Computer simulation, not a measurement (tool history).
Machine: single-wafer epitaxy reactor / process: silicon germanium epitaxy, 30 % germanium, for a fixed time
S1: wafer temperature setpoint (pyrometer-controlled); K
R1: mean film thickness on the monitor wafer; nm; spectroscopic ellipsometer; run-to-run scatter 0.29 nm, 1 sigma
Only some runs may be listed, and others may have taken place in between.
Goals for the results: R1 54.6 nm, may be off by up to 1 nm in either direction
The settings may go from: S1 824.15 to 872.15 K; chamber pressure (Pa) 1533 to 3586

{"run": 1, "hour": 0.0, "S1": 848.15, "chamber pressure (Pa)": 2560, "R1": 34.787}
{"run": 2, "hour": 2.6, "S1": 857.15, "chamber pressure (Pa)": 2560, "R1": 40.336}
{"run": 3, "hour": 9.1, "S1": 857.15, "chamber pressure (Pa)": 2826, "R1": 42.371}
{"run": 4, "hour": 15.7, "S1": 857.15, "chamber pressure (Pa)": 3200, "R1": 45.303}
{"run": 5, "hour": 24.3, "S1": 857.15, "chamber pressure (Pa)": 2880, "R1": 43.158}
{"run": 6, "hour": 25.8, "S1": 847.15, "chamber pressure (Pa)": 2880, "R1": 36.204}
{"run": 7, "hour": 31.3, "S1": 855.15, "chamber pressure (Pa)": 2893, "R1": 41.228}
{"run": 8, "hour": 40.3, "S1": 867.15, "chamber pressure (Pa)": 2946, "R1": 51.225}
{"run": 9, "hour": 47.1, "S1": 868.15, "chamber pressure (Pa)": 2946, "R1": 52.475}
{"run": 10, "hour": 53.3, "S1": 869.15, "chamber pressure (Pa)": 2946, "R1": 52.745}

Which single option among these 4 for the next run brings every result within its allowed miss of target? Just one does.
{"run": "A", "hour": 59.5, "S1": 868.15, "chamber pressure (Pa)": 3200, "R1": "?"}
{"run": "B", "hour": 59.5, "S1": 868.15, "chamber pressure (Pa)": 2760, "R1": "?"}
{"run": "C", "hour": 59.5, "S1": 868.15, "chamber pressure (Pa)": 2813, "R1": "?"}
{"run": "D", "hour": 59.5, "S1": 867.15, "chamber pressure (Pa)": 2720, "R1": "?"}

move=A R1=54.182
move=B R1=50.41
move=C R1=50.89
move=D R1=49.234
A: every result within its allowed miss
B: its largest miss is bigger than the last run's
C: its largest miss is bigger than the last run's
D: its largest miss is bigger than the last run's
Answer: A

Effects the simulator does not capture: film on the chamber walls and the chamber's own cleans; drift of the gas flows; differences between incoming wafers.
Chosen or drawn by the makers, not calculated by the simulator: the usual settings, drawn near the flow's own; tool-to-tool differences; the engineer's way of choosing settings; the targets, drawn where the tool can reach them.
